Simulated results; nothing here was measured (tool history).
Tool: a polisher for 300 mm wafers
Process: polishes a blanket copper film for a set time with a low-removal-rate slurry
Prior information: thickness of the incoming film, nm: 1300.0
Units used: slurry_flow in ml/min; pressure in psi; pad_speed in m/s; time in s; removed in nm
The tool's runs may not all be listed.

Run 1, hour 0: slurry_flow 220 ml/min, pressure 3 psi, pad_speed 1.24 m/s, slurry_solids 1, time 114 s. Result: removed 425.65 nm.
Run 2, hour 4.1: slurry_flow 220 ml/min, pressure 3 psi, pad_speed 1.24 m/s, slurry_solids 0.8, time 114 s. Result: removed 405.47 nm.
Run 3, hour 12.2: slurry_flow 225 ml/min, pressure 3.3 psi, pad_speed 1.24 m/s, slurry_solids 0.8, time 114 s. Result: removed 438.17 nm.
Run 4, hour 20.2: slurry_flow 270 ml/min, pressure 3.3 psi, pad_speed 1.24 m/s, slurry_solids 0.8, time 114 s. Result: removed 440.57 nm.
Run 5, hour 24.8: slurry_flow 270 ml/min, pressure 3.6 psi, pad_speed 1.24 m/s, slurry_solids 0.8, time 114 s. Result: removed 472.33 nm.
Run 6, hour 26.5: slurry_flow 270 ml/min, pressure 3.6 psi, pad_speed 1.24 m/s, slurry_solids 0.9, time 114 s. Result: removed 498.44 nm.
Run 7, hour 34.9: slurry_flow 270 ml/min, pressure 3.8 psi, pad_speed 1.24 m/s, slurry_solids 0.9, time 114 s. Result: removed 509.66 nm.
Run 8, hour 41.4: slurry_flow 270 ml/min, pressure 4 psi, pad_speed 1.24 m/s, slurry_solids 0.9, time 114 s. Result: removed 535.34 nm.

Run 9 has not been measured yet. What should we expect?
Run 9, hour 42: slurry_flow 270 ml/min, pressure 4.2 psi, pad_speed 1.24 m/s, slurry_solids 0.9, time 114 s. Result: removed ?.

{"run 9": {"removed": 553.7}}
